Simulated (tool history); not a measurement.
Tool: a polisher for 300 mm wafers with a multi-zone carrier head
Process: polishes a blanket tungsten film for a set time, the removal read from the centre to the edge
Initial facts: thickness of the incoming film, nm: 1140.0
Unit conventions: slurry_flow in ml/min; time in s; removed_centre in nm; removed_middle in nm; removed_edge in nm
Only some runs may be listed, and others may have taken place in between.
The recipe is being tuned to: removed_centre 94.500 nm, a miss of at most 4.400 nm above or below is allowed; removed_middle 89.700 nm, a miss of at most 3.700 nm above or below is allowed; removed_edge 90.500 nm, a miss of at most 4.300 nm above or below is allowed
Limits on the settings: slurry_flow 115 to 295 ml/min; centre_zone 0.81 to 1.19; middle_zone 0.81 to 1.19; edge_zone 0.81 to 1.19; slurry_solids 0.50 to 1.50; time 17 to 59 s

run  hour  slurry_flow  centre_zone  middle_zone  edge_zone  slurry_solids  time  removed_centre  removed_middle  removed_edge
  1   0.0          190         1.00         1.00       1.00           1.00    38         154.370         156.130       153.250
  2   1.2          190         1.00         1.00       0.92           1.00    38         153.850         157.990       149.590
  3   7.7          190         1.00         1.00       0.92           1.00    45         186.200         184.450       178.110
  4   8.8          185         1.01         0.96       0.91           0.85    38         144.300         140.340       140.710
  5  17.2          185         1.01         0.92       0.91           0.85    38         143.430         137.390       141.280
  6  18.9          185         1.02         0.92       0.89           0.75    34         124.450         114.810       117.220
  7  25.2          185         1.00         0.92       0.88           0.65    32         108.950         103.290       103.860
  8  33.2          185         0.99         0.91       0.87           0.60    32         102.220          96.684        99.416
  9  39.0          185         0.99         0.91       0.85           0.55    32          98.065          94.992        96.019

Which one of the following 5 next-run settings gets every result inside its allowed miss? There is exactly one.
  A  44.8          195         0.98         0.94       0.95           0.50    35               ?               ?             ?
  B  44.8          230         0.96         0.87       0.81           0.50    32               ?               ?             ?
  C  44.8          205         1.13         1.08       0.81           0.50    30               ?               ?             ?
  D  44.8          165         0.90         0.95       0.98           0.50    36               ?               ?             ?
  E  44.8          215         1.03         1.04       0.81           0.55    30               ?               ?             ?

move  removed_centre  removed_middle  removed_edge
   A         101.190         101.320       102.550
   B          93.487          88.880        89.822
   C          96.805          98.331        83.015
   D          95.273         102.370       104.700
   E          96.312         101.200        88.090
A: lands further from the targets than the last run did
B: all results land within tolerance of their targets
C: lands further from the targets than the last run did
D: lands further from the targets than the last run did
E: lands further from the targets than the last run did
Move B is the one to make.
